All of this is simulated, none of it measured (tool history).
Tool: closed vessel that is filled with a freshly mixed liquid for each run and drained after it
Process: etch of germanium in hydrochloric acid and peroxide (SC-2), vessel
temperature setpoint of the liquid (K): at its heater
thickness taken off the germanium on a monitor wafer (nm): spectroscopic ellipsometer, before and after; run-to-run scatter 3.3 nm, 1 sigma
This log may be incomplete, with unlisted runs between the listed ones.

run	hour	temperature setpoint of the liquid (K)	parts of water to one part each of 37 % hydrochloric acid and 30 % peroxide (parts by volume)	time in the liquid (s)	thickness taken off the germanium on a monitor wafer (nm)
1	0	326.15	11	105	464.37
2	5.5	327.15	11	105	478.01
3	7.6	327.65	11	105	483.46
4	16.5	328.15	11	105	496.45
5	21.3	328.65	11	105	496.1
6	23.9	328.65	11	105	500.6
# hour 31.4: chemicals flow meter replaced
7	31.4	329.15	11	105	515.57
8	36.5	329.65	11	105	522.88
9	42.5	330.15	11	105	532
10	51.2	330.65	11	105	535.09
11	60.3	331.15	11	105	544.88

Predict the results of run 12:
12	64.8	332.15	11	105	?

thickness taken off the germanium on a monitor wafer (nm): 560.57
